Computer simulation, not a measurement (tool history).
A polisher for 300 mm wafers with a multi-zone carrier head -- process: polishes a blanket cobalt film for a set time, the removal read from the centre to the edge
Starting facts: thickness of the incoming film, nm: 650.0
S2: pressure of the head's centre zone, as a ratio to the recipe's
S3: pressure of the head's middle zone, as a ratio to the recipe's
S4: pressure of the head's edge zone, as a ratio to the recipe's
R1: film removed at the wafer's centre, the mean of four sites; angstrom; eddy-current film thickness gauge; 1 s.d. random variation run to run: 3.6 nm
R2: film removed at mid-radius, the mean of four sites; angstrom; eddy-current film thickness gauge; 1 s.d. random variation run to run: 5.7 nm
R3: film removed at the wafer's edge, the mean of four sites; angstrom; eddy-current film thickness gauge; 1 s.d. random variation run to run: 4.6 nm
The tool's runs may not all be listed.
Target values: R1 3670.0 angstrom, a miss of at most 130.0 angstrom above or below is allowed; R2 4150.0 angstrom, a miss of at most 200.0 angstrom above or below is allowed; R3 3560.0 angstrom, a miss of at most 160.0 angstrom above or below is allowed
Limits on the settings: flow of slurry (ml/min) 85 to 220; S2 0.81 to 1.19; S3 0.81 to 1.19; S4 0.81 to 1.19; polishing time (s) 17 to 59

run 1 hour=0.0 | flow_of_slurry_(ml/min)=140 S2=1.00 S3=1.00 S4=1.00 polishing_time_(s)=38 | R1=2623.5 R2=2679.6 R3=2594.7
run 2 hour=1.5 | flow_of_slurry_(ml/min)=150 S2=1.01 S3=1.04 S4=1.02 polishing_time_(s)=40 | R1=2843.3 R2=2997.7 R3=2792.1
run 3 hour=5.4 | flow_of_slurry_(ml/min)=150 S2=0.94 S3=1.04 S4=1.02 polishing_time_(s)=40 | R1=2617.4 R2=3032.8 R3=2769.7
run 4 hour=13.5 | flow_of_slurry_(ml/min)=160 S2=0.97 S3=1.07 S4=1.04 polishing_time_(s)=42 | R1=2900.7 R2=3283.9 R3=3034.5
run 5 hour=22.4 | flow_of_slurry_(ml/min)=160 S2=0.97 S3=1.07 S4=1.10 polishing_time_(s)=42 | R1=2906.9 R2=3240.4 R3=3087.3
run 6 hour=27.6 | flow_of_slurry_(ml/min)=160 S2=0.97 S3=1.02 S4=1.10 polishing_time_(s)=42 | R1=2916.5 R2=3118.1 R3=3095.5
run 7 hour=36.4 | flow_of_slurry_(ml/min)=170 S2=0.99 S3=1.06 S4=1.09 polishing_time_(s)=43 | R1=3003.3 R2=3312.4 R3=3253.2
run 8 hour=37.6 | flow_of_slurry_(ml/min)=165 S2=1.01 S3=1.09 S4=1.07 polishing_time_(s)=44 | R1=3169.8 R2=3564.5 R3=3259.6
run 9 hour=42.3 | flow_of_slurry_(ml/min)=170 S2=1.03 S3=1.11 S4=1.07 polishing_time_(s)=44 | R1=3216.8 R2=3598.2 R3=3245.0
run 10 hour=46.7 | flow_of_slurry_(ml/min)=175 S2=1.05 S3=1.13 S4=1.07 polishing_time_(s)=45 | R1=3432.6 R2=3675.2 R3=3351.5
run 11 hour=55.3 | flow_of_slurry_(ml/min)=180 S2=1.05 S3=1.15 S4=1.06 polishing_time_(s)=46 | R1=3519.5 R2=3813.4 R3=3374.1
run 12 hour=62.2 | flow_of_slurry_(ml/min)=180 S2=1.05 S3=1.15 S4=1.06 polishing_time_(s)=46 | R1=3505.2 R2=3860.4 R3=3372.2
run 13 hour=63.1 | flow_of_slurry_(ml/min)=180 S2=1.05 S3=1.16 S4=1.07 polishing_time_(s)=46 | R1=3457.7 R2=3863.7 R3=3309.9

Exercise: of the 4 proposed moves below, exactly one satisfies all targets within the stated allowed misses. Which move is it?
run A hour=64.0 | flow_of_slurry_(ml/min)=220 S2=1.05 S3=1.14 S4=1.15 polishing_time_(s)=44 | R1=? R2=? R3=?
run B hour=64.0 | flow_of_slurry_(ml/min)=190 S2=0.86 S3=1.02 S4=1.13 polishing_time_(s)=50 | R1=? R2=? R3=?
run C hour=64.0 | flow_of_slurry_(ml/min)=190 S2=1.04 S3=1.19 S4=1.00 polishing_time_(s)=42 | R1=? R2=? R3=?
run D hour=64.0 | flow_of_slurry_(ml/min)=160 S2=1.06 S3=1.19 S4=1.09 polishing_time_(s)=48 | R1=? R2=? R3=?

move=A R1=3386.0 R2=3735.7 R3=3359.6
move=B R1=3080.9 R2=3795.3 R3=3739.6
move=C R1=3138.2 R2=3635.3 R3=2949.2
move=D R1=3562.2 R2=4058.7 R3=3458.4
A: moves away from the targets compared with the last run
B: moves away from the targets compared with the last run
C: moves away from the targets compared with the last run
D: all results land within tolerance of their targets
D is the move that brings every result within its allowed miss.

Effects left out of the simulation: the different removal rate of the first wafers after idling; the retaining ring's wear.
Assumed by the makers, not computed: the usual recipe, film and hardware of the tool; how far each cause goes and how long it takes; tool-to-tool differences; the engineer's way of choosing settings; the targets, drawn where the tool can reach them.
